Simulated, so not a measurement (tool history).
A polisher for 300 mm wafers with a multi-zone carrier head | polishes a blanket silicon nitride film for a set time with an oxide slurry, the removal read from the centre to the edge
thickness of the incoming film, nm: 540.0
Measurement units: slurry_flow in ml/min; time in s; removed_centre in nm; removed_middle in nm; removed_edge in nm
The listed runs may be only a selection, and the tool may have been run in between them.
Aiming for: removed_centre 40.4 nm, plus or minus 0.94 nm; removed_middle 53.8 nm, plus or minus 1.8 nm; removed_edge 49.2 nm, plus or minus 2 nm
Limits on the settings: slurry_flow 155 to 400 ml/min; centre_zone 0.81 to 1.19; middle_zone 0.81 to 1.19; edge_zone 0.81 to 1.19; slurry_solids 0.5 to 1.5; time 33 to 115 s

Run 1, day 0: slurry_flow 255 ml/min, centre_zone 1, middle_zone 1, edge_zone 1, slurry_solids 1, time 73 s. Result: removed_centre 37.763 nm, removed_middle 39.924 nm, removed_edge 37.577 nm.
Run 2, day 0.025: slurry_flow 260 ml/min, centre_zone 0.99, middle_zone 1.02, edge_zone 1.02, slurry_solids 1.05, time 73 s. Result: removed_centre 38.709 nm, removed_middle 41.227 nm, removed_edge 39.584 nm.
Run 3, day 0.192: slurry_flow 265 ml/min, centre_zone 0.97, middle_zone 1.04, edge_zone 1.02, slurry_solids 1.1, time 73 s. Result: removed_centre 38.188 nm, removed_middle 41.89 nm, removed_edge 40.356 nm.
Run 4, day 0.25: slurry_flow 265 ml/min, centre_zone 0.97, middle_zone 1.04, edge_zone 1.1, slurry_solids 1.1, time 73 s. Result: removed_centre 38.248 nm, removed_middle 42.252 nm, removed_edge 40.765 nm.
Run 5, day 0.346: slurry_flow 265 ml/min, centre_zone 0.96, middle_zone 1.06, edge_zone 1.1, slurry_solids 1.15, time 73 s. Result: removed_centre 39.007 nm, removed_middle 44.104 nm, removed_edge 42.025 nm.
Run 6, day 0.4: slurry_flow 285 ml/min, centre_zone 0.96, middle_zone 1.06, edge_zone 1.1, slurry_solids 1.15, time 73 s. Result: removed_centre 39.056 nm, removed_middle 44.398 nm, removed_edge 42.68 nm.
Run 7, day 0.704: slurry_flow 295 ml/min, centre_zone 0.95, middle_zone 1.08, edge_zone 1.11, slurry_solids 1.15, time 73 s. Result: removed_centre 39.069 nm, removed_middle 45.146 nm, removed_edge 42.799 nm.
Run 8, day 1.021: slurry_flow 295 ml/min, centre_zone 0.85, middle_zone 1.17, edge_zone 1.19, slurry_solids 1.4, time 74 s. Result: removed_centre 37.681 nm, removed_middle 51.511 nm, removed_edge 48.394 nm.
Run 9, day 1.262: slurry_flow 300 ml/min, centre_zone 0.85, middle_zone 1.17, edge_zone 1.19, slurry_solids 1.4, time 74 s. Result: removed_centre 38.299 nm, removed_middle 51.96 nm, removed_edge 48.088 nm.
Run 10, day 1.492: slurry_flow 300 ml/min, centre_zone 0.85, middle_zone 1.17, edge_zone 1.19, slurry_solids 1.4, time 74 s. Result: removed_centre 37.957 nm, removed_middle 52.631 nm, removed_edge 48.124 nm.
Run 11, day 1.575: slurry_flow 305 ml/min, centre_zone 0.85, middle_zone 1.17, edge_zone 1.19, slurry_solids 1.4, time 74 s. Result: removed_centre 37.934 nm, removed_middle 52.563 nm, removed_edge 48.705 nm.
Run 12, day 1.625: slurry_flow 310 ml/min, centre_zone 0.86, middle_zone 1.17, edge_zone 1.19, slurry_solids 1.4, time 74 s. Result: removed_centre 38.661 nm, removed_middle 52.199 nm, removed_edge 49.574 nm.

Consider the 4 candidate settings below. Which is the only one whose results all fall within their allowed miss of target?
Run A, day 1.675: slurry_flow 255 ml/min, centre_zone 0.82, middle_zone 1.06, edge_zone 1.19, slurry_solids 1.45, time 81 s. Result: removed_centre ?, removed_middle ?, removed_edge ?.
Run B, day 1.675: slurry_flow 350 ml/min, centre_zone 0.88, middle_zone 1.1, edge_zone 1.19, slurry_solids 1.5, time 76 s. Result: removed_centre ?, removed_middle ?, removed_edge ?.
Run C, day 1.675: slurry_flow 325 ml/min, centre_zone 0.92, middle_zone 1.06, edge_zone 1.18, slurry_solids 1.5, time 73 s. Result: removed_centre ?, removed_middle ?, removed_edge ?.
Run D, day 1.675: slurry_flow 290 ml/min, centre_zone 0.85, middle_zone 1.11, edge_zone 1.11, slurry_solids 1.1, time 87 s. Result: removed_centre ?, removed_middle ?, removed_edge ?.

move  removed_centre  removed_middle  removed_edge
   A          39.921          53.326        53.078
   B          41.881          53.259        51.375
   C           41.81          49.597        48.969
   D          40.154          53.305        49.647
A: the furthest-off result lands on target, but another misses its tolerance
B: moves the result that the last run missed by most past its target, out the other side
C: moves the result that the last run missed by most past its target, out the other side
D: all results land within tolerance of their targets
The move that meets every target is D.

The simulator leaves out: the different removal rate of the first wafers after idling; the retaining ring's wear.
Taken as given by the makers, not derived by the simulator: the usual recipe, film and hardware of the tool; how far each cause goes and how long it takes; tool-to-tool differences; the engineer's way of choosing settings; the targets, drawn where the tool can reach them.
